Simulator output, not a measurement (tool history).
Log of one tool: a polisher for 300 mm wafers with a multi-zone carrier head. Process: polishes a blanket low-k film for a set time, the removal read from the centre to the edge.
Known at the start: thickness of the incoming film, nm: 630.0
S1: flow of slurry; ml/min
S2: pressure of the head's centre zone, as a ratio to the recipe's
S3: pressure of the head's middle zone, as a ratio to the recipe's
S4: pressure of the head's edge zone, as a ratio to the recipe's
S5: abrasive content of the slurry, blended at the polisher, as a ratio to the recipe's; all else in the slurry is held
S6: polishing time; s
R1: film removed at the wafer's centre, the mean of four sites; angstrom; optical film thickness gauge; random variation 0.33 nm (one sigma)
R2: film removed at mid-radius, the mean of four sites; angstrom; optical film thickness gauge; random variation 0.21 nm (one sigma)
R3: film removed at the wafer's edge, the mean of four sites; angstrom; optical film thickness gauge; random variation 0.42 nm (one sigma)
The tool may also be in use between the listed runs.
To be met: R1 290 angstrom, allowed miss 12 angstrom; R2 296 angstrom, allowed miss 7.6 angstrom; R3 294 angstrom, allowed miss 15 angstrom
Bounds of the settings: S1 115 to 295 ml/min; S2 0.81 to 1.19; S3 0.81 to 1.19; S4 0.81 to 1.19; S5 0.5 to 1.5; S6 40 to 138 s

| run | hour | S1 | S2 | S3 | S4 | S5 | S6 | R1 | R2 | R3 |
|---|---|---|---|---|---|---|---|---|---|---|
| 1 | 0 | 190 | 1 | 1 | 1 | 1 | 88 | 387.47 | 382.27 | 377.27 |
| 2 | 1 | 185 | 0.98 | 0.98 | 0.97 | 0.9 | 88 | 348.83 | 347.24 | 352.58 |
| 3 | 1.6 | 180 | 0.97 | 0.98 | 0.93 | 0.85 | 88 | 338.32 | 344.2 | 346.84 |
| 4 | 7.3 | 185 | 0.97 | 0.98 | 0.92 | 0.8 | 87 | 326.13 | 326.26 | 327.4 |
| 5 | 12.7 | 185 | 1.05 | 0.98 | 0.92 | 0.8 | 87 | 347.62 | 331.1 | 325.77 |
| 6 | 19.9 | 185 | 1.11 | 0.98 | 0.92 | 0.8 | 87 | 371.68 | 326.23 | 323.74 |
| 7 | 21.3 | 180 | 1.08 | 0.98 | 0.9 | 0.75 | 87 | 344 | 319.31 | 309.73 |
| 8 | 23.9 | 170 | 1.06 | 0.97 | 0.89 | 0.75 | 87 | 332.4 | 310.21 | 310.65 |
| 9 | 26.1 | 160 | 1.05 | 0.97 | 0.88 | 0.75 | 87 | 329.21 | 307.54 | 313.97 |
| 10 | 33.3 | 160 | 1.05 | 0.97 | 0.88 | 0.75 | 87 | 330.52 | 304.5 | 310.09 |
| 11 | 35 | 160 | 1.03 | 0.98 | 0.87 | 0.75 | 87 | 329.89 | 310.09 | 310.42 |
| 12 | 36.2 | 160 | 1.01 | 0.98 | 0.87 | 0.7 | 87 | 307.42 | 297.52 | 303.21 |
| 13 | 44.2 | 160 | 1.01 | 0.98 | 0.87 | 0.7 | 87 | 311.22 | 298.55 | 294.13 |

Which of these 4 next moves meets every target?
| A | 52.2 | 165 | 1.02 | 0.9 | 0.87 | 0.7 | 88 | ? | ? | ? |
| B | 52.2 | 160 | 0.97 | 0.98 | 0.87 | 0.8 | 81 | ? | ? | ? |
| C | 52.2 | 160 | 1.02 | 0.96 | 0.86 | 0.6 | 96 | ? | ? | ? |
| D | 52.2 | 185 | 1.08 | 1 | 1 | 0.65 | 89 | ? | ? | ? |

| move | R1 | R2 | R3 |
|---|---|---|---|
| A | 319.1 | 280.19 | 303.12 |
| B | 299.29 | 296.9 | 299.1 |
| C | 316.07 | 292.93 | 299.47 |
| D | 333.46 | 300.99 | 308.66 |
A: further off than the last run
B: meets every target
C: further off than the last run
D: further off than the last run
The right move is B.
